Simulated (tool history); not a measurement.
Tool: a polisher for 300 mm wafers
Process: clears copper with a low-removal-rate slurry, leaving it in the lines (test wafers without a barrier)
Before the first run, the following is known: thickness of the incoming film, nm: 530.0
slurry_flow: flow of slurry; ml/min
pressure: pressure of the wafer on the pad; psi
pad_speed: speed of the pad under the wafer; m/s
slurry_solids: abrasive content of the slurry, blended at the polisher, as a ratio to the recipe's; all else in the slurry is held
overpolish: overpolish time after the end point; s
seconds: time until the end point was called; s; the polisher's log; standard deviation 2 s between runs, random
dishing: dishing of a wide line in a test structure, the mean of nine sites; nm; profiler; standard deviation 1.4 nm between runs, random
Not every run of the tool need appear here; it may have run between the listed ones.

{"run": 1, "hour": 0.0, "slurry_flow": 295, "pressure": 3.7, "pad_speed": 1.0, "slurry_solids": 1.0, "overpolish": 22, "seconds": 142.12, "dishing": 54.154}
{"run": 2, "hour": 6.4, "slurry_flow": 260, "pressure": 3.7, "pad_speed": 1.0, "slurry_solids": 1.0, "overpolish": 22, "seconds": 141.42, "dishing": 55.032}
{"run": 3, "hour": 12.6, "slurry_flow": 295, "pressure": 3.7, "pad_speed": 1.0, "slurry_solids": 1.0, "overpolish": 22, "seconds": 141.85, "dishing": 51.883}
{"run": 4, "hour": 14.6, "slurry_flow": 295, "pressure": 3.7, "pad_speed": 1.0, "slurry_solids": 1.0, "overpolish": 13, "seconds": 139.69, "dishing": 34.217}
{"run": 5, "hour": 21.5, "slurry_flow": 355, "pressure": 3.7, "pad_speed": 1.0, "slurry_solids": 1.0, "overpolish": 13, "seconds": 141.62, "dishing": 34.854}
{"run": 6, "hour": 25.2, "slurry_flow": 355, "pressure": 3.7, "pad_speed": 1.0, "slurry_solids": 1.0, "overpolish": 15, "seconds": 137.38, "dishing": 38.27}

What will run 7 give?
{"run": 7, "hour": 27.2, "slurry_flow": 355, "pressure": 3.7, "pad_speed": 1.0, "slurry_solids": 1.0, "overpolish": 17, "seconds": "?", "dishing": "?"}

{"run 7": {"seconds": 137.72, "dishing": 43.028}}
